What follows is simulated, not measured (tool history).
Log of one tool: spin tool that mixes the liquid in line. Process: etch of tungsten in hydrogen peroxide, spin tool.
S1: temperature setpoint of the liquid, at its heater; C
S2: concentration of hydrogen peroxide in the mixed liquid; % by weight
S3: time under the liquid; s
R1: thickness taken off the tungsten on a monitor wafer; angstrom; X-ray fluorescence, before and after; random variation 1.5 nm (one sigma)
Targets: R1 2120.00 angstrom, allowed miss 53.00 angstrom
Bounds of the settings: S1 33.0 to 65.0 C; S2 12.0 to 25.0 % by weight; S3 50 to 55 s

run,day,S1,S2,S3,R1
1,0.000,49.0,17.0,50,1302.90
2,0.283,49.0,18.5,50,1364.80
3,0.492,49.0,15.5,50,1252.70
4,0.738,49.0,15.5,50,1250.70
5,0.862,44.5,15.5,50,938.41
6,1.129,47.5,15.5,50,1131.80
7,1.471,49.5,15.5,50,1295.90
8,1.529,51.0,15.5,50,1401.30
9,1.679,52.5,15.5,50,1523.90
10,1.925,53.5,15.5,50,1639.30
11,2.112,54.5,15.5,50,1729.90
12,2.179,55.0,15.5,50,1775.50
13,2.229,55.5,15.5,50,1844.50
14,2.504,56.0,15.5,50,1911.50

Which of these 4 next moves meets every target?
A,2.779,55.0,14.0,50,?
B,2.779,57.0,17.5,50,?
C,2.779,61.5,12.0,50,?
D,2.779,54.5,17.0,50,?

move,R1
A,1718.50
B,2161.60
C,2321.40
D,1838.30
A: further off than the last run
B: meets every target
C: takes the result that was furthest off past its target
D: further off than the last run
Move B is the one to make.

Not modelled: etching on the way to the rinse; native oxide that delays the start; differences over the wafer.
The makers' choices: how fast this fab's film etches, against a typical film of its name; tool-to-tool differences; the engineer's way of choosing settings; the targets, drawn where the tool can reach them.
